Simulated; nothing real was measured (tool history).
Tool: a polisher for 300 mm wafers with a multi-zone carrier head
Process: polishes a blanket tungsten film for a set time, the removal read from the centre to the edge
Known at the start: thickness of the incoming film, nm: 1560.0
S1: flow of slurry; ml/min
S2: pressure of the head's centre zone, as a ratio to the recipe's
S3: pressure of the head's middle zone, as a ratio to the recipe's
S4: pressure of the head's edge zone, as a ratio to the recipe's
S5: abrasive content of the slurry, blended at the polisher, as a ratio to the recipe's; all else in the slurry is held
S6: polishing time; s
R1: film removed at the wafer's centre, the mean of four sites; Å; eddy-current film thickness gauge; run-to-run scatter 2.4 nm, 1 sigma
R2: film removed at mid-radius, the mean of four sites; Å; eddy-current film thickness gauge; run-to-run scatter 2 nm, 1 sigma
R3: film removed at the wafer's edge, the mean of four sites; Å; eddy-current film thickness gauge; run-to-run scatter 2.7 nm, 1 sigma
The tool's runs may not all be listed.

run,hour,S1,S2,S3,S4,S5,S6,R1,R2,R3
1,0.0,170,1.00,1.00,1.00,1.00,72,2472.7,2403.7,2430.3
2,3.7,170,0.96,1.00,1.00,1.00,72,2377.7,2380.3,2456.1
3,12.1,185,1.01,1.01,1.03,1.05,72,2563.2,2452.9,2491.4
4,17.1,185,1.01,1.01,1.03,1.05,90,3212.9,3055.6,3132.1
5,21.9,185,1.01,1.01,1.06,1.05,90,3172.7,3082.3,3205.0
6,23.5,185,1.01,1.01,1.06,1.05,104,3684.0,3543.1,3682.6
7,30.2,185,1.01,1.01,1.06,1.05,104,3654.7,3518.0,3681.5
8,33.0,175,1.02,1.00,1.00,0.95,104,3574.3,3408.9,3479.8
9,40.6,165,1.04,0.98,0.96,0.90,104,3552.9,3318.5,3304.8
10,43.8,155,1.05,0.96,0.93,0.85,104,3470.8,3143.7,3227.9
11,46.6,150,1.06,0.96,0.90,0.80,104,3400.3,3084.6,3109.1
12,52.8,145,1.07,0.95,0.88,0.80,104,3465.3,3014.7,3093.3
13,55.0,140,1.08,0.95,0.86,0.75,104,3395.1,3020.6,2979.8
14,61.6,115,1.10,0.90,0.82,0.70,104,3231.4,2718.5,2769.6

Run 15 is up next; what results do you expect?
15,67.8,120,1.10,0.91,0.82,0.70,104,?,?,?

Run 15 measured R1 3280.6 Å, R2 2762.1 Å, R3 2782.4 Å.
